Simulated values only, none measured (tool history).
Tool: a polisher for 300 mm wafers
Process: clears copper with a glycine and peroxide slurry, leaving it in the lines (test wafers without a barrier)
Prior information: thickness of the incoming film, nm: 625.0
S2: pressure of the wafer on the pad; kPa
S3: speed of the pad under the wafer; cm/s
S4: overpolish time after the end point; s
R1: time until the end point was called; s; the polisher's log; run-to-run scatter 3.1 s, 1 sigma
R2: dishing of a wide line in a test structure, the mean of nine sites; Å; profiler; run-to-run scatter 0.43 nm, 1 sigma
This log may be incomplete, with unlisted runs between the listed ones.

{"run": 1, "day": 0.0, "flow of slurry (ml/min)": 245, "S2": 13.8, "S3": 102, "S4": 15, "R1": 138.9, "R2": 282.85}
{"run": 2, "day": 0.025, "flow of slurry (ml/min)": 245, "S2": 13.1, "S3": 102, "S4": 13, "R1": 141.79, "R2": 269.47}
{"run": 3, "day": 0.388, "flow of slurry (ml/min)": 245, "S2": 13.1, "S3": 102, "S4": 16, "R1": 144.71, "R2": 279.1}
{"run": 4, "day": 0.762, "flow of slurry (ml/min)": 240, "S2": 11.7, "S3": 106, "S4": 13, "R1": 154.93, "R2": 245.37}
{"run": 5, "day": 0.808, "flow of slurry (ml/min)": 240, "S2": 11.7, "S3": 106, "S4": 16, "R1": 148.85, "R2": 280.72}
{"run": 6, "day": 0.962, "flow of slurry (ml/min)": 240, "S2": 11.7, "S3": 106, "S4": 14, "R1": 144.51, "R2": 268.98}
{"run": 7, "day": 1.238, "flow of slurry (ml/min)": 240, "S2": 11.7, "S3": 106, "S4": 14, "R1": 146.0, "R2": 252.39}
{"run": 8, "day": 1.317, "flow of slurry (ml/min)": 240, "S2": 9.7, "S3": 104, "S4": 7, "R1": 174.4, "R2": 159.93}

The next listed run, before its measurement:
{"run": 9, "day": 1.642, "flow of slurry (ml/min)": 240, "S2": 10.3, "S3": 104, "S4": 8, "R1": "?", "R2": "?"}

{"run 9": {"R1": 170.96, "R2": 172.96}}
